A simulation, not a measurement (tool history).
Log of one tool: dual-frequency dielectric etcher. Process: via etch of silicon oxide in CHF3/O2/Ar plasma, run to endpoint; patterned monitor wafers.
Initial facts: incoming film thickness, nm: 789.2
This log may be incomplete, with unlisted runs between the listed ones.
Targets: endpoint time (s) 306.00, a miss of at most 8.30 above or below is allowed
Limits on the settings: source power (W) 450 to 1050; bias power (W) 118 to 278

{"run": 1, "hour": 0.0, "source power (W)": 750, "bias power (W)": 198, "endpoint time (s)": 355.6}
{"run": 2, "hour": 1.1, "source power (W)": 820, "bias power (W)": 205, "endpoint time (s)": 340.45}
{"run": 3, "hour": 3.5, "source power (W)": 870, "bias power (W)": 211, "endpoint time (s)": 334.0}
{"run": 4, "hour": 11.2, "source power (W)": 730, "bias power (W)": 211, "endpoint time (s)": 344.36}
{"run": 5, "hour": 19.1, "source power (W)": 650, "bias power (W)": 211, "endpoint time (s)": 359.65}
{"run": 6, "hour": 22.5, "source power (W)": 740, "bias power (W)": 211, "endpoint time (s)": 345.88}
{"run": 7, "hour": 24.7, "source power (W)": 800, "bias power (W)": 221, "endpoint time (s)": 330.46}
{"run": 8, "hour": 26.8, "source power (W)": 840, "bias power (W)": 226, "endpoint time (s)": 323.55}

Next run, 4 choices. One meets every target within its allowed miss, the rest don't. Which?
{"run": "A", "hour": 28.9, "source power (W)": 1010, "bias power (W)": 264, "endpoint time (s)": "?"}
{"run": "B", "hour": 28.9, "source power (W)": 750, "bias power (W)": 217, "endpoint time (s)": "?"}
{"run": "C", "hour": 28.9, "source power (W)": 850, "bias power (W)": 259, "endpoint time (s)": "?"}
{"run": "D", "hour": 28.9, "source power (W)": 980, "bias power (W)": 267, "endpoint time (s)": "?"}

move=A endpoint_time_(s)=294.21
move=B endpoint_time_(s)=340.94
move=C endpoint_time_(s)=309.27
move=D endpoint_time_(s)=295.17
A: moves the result that the last run missed by most past its target, out the other side
B: lands further from the targets than the last run did
C: every result within its allowed miss
D: moves the result that the last run missed by most past its target, out the other side
Answer: C
